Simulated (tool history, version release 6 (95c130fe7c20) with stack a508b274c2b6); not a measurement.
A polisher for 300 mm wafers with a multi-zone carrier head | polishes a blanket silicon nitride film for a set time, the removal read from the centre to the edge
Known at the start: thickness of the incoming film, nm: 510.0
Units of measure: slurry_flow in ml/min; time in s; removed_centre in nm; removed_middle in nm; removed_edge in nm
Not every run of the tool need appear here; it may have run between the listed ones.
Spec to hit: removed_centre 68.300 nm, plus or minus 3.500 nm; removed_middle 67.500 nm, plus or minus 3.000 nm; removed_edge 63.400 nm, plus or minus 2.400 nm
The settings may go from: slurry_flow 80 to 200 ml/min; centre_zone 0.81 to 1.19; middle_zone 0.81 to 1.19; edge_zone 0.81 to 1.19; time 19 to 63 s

run 1 hour=0.0 | slurry_flow=130 centre_zone=1.00 middle_zone=1.00 edge_zone=1.00 time=41 | removed_centre=51.873 removed_middle=50.001 removed_edge=49.724
run 2 hour=4.2 | slurry_flow=130 centre_zone=1.00 middle_zone=0.93 edge_zone=1.00 time=41 | removed_centre=51.246 removed_middle=46.510 removed_edge=49.437
run 3 hour=6.9 | slurry_flow=115 centre_zone=1.00 middle_zone=0.93 edge_zone=1.00 time=41 | removed_centre=50.666 removed_middle=46.741 removed_edge=48.861
run 4 hour=13.0 | slurry_flow=115 centre_zone=1.01 middle_zone=0.96 edge_zone=1.01 time=42 | removed_centre=53.495 removed_middle=46.535 removed_edge=50.198
run 5 hour=14.3 | slurry_flow=115 centre_zone=1.01 middle_zone=0.99 edge_zone=1.01 time=42 | removed_centre=51.878 removed_middle=50.040 removed_edge=49.865
run 6 hour=22.7 | slurry_flow=120 centre_zone=1.02 middle_zone=1.01 edge_zone=1.02 time=43 | removed_centre=54.554 removed_middle=52.735 removed_edge=51.281
run 7 hour=25.2 | slurry_flow=125 centre_zone=1.02 middle_zone=1.01 edge_zone=1.03 time=44 | removed_centre=55.585 removed_middle=52.863 removed_edge=53.253
run 8 hour=32.1 | slurry_flow=125 centre_zone=1.02 middle_zone=1.01 edge_zone=1.03 time=44 | removed_centre=55.724 removed_middle=53.327 removed_edge=52.461
run 9 hour=40.3 | slurry_flow=130 centre_zone=1.02 middle_zone=1.01 edge_zone=1.03 time=45 | removed_centre=57.530 removed_middle=53.983 removed_edge=54.825
run 10 hour=48.4 | slurry_flow=135 centre_zone=1.02 middle_zone=1.03 edge_zone=1.03 time=46 | removed_centre=58.039 removed_middle=56.719 removed_edge=56.070
run 11 hour=49.7 | slurry_flow=135 centre_zone=1.03 middle_zone=1.04 edge_zone=1.03 time=47 | removed_centre=61.808 removed_middle=57.831 removed_edge=56.889
run 12 hour=53.8 | slurry_flow=170 centre_zone=1.00 middle_zone=1.12 edge_zone=1.10 time=49 | removed_centre=63.152 removed_middle=67.432 removed_edge=62.987

Which single option among these 5 for the next run brings every result within its allowed miss of target? Just one does.
run A hour=57.9 | slurry_flow=170 centre_zone=1.00 middle_zone=1.05 edge_zone=0.99 time=51 | removed_centre=? removed_middle=? removed_edge=?
run B hour=57.9 | slurry_flow=160 centre_zone=0.90 middle_zone=1.09 edge_zone=1.11 time=49 | removed_centre=? removed_middle=? removed_edge=?
run C hour=57.9 | slurry_flow=180 centre_zone=0.91 middle_zone=1.14 edge_zone=1.08 time=48 | removed_centre=? removed_middle=? removed_edge=?
run D hour=57.9 | slurry_flow=170 centre_zone=1.04 middle_zone=1.01 edge_zone=1.12 time=49 | removed_centre=? removed_middle=? removed_edge=?
run E hour=57.9 | slurry_flow=175 centre_zone=0.91 middle_zone=1.13 edge_zone=1.19 time=48 | removed_centre=? removed_middle=? removed_edge=?

move=A removed_centre=68.284 removed_middle=66.271 removed_edge=62.459
move=B removed_centre=59.342 removed_middle=65.148 removed_edge=62.319
move=C removed_centre=59.877 removed_middle=67.507 removed_edge=61.118
move=D removed_centre=67.851 removed_middle=61.589 removed_edge=63.038
move=E removed_centre=59.598 removed_middle=66.714 removed_edge=63.428
A: all results land within tolerance of their targets
B: further off than the last run
C: further off than the last run
D: gets the furthest-off result to its target, but another result is out of tolerance
E: further off than the last run
Correct choice: A, which meets every target

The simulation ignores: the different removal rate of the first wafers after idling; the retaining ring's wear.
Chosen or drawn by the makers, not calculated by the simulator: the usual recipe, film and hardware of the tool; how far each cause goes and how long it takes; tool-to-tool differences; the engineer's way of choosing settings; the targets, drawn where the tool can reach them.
